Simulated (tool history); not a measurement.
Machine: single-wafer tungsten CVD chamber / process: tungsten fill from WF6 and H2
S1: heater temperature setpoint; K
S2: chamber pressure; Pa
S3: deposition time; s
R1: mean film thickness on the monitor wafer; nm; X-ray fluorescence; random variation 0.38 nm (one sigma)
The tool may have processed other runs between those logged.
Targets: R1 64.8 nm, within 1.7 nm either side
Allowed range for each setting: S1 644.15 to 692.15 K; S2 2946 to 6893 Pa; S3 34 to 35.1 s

Run 1, day 0: S1 668.15 K, S2 4920 Pa, S3 34 s. Result: R1 96.109 nm.
Run 2, day 0.308: S1 662.15 K, S2 4880 Pa, S3 34 s. Result: R1 87.1 nm.
Run 3, day 0.558: S1 668.15 K, S2 4880 Pa, S3 34 s. Result: R1 96.258 nm.
Run 4, day 0.679: S1 668.15 K, S2 4880 Pa, S3 35.1 s. Result: R1 98.916 nm.
Run 5, day 0.942: S1 662.15 K, S2 4880 Pa, S3 35.1 s. Result: R1 90.431 nm.
Run 6, day 1.008: S1 662.15 K, S2 4880 Pa, S3 35.1 s. Result: R1 90.486 nm.
Run 7, day 1.096: S1 657.15 K, S2 4720 Pa, S3 35 s. Result: R1 81.98 nm.
Run 8, day 1.271: S1 653.15 K, S2 4613 Pa, S3 34.9 s. Result: R1 74.646 nm.
Run 9, day 1.471: S1 653.15 K, S2 4613 Pa, S3 34.9 s. Result: R1 74.601 nm.
Run 10, day 1.692: S1 644.15 K, S2 4546 Pa, S3 34.9 s. Result: R1 62.685 nm.

Which one of the following 4 next-run settings gets every result inside its allowed miss? There is exactly one.
Run A, day 1.912: S1 648.15 K, S2 3600 Pa, S3 34.8 s. Result: R1 ?.
Run B, day 1.912: S1 645.15 K, S2 4226 Pa, S3 34.8 s. Result: R1 ?.
Run C, day 1.912: S1 652.15 K, S2 3200 Pa, S3 35.1 s. Result: R1 ?.
Run D, day 1.912: S1 647.15 K, S2 4586 Pa, S3 34.2 s. Result: R1 ?.

move      R1
   A  59.993
   B  61.396
   C  61.384
   D  65.064
A: further off than the last run
B: further off than the last run
C: further off than the last run
D: all results in spec
D meets every target.

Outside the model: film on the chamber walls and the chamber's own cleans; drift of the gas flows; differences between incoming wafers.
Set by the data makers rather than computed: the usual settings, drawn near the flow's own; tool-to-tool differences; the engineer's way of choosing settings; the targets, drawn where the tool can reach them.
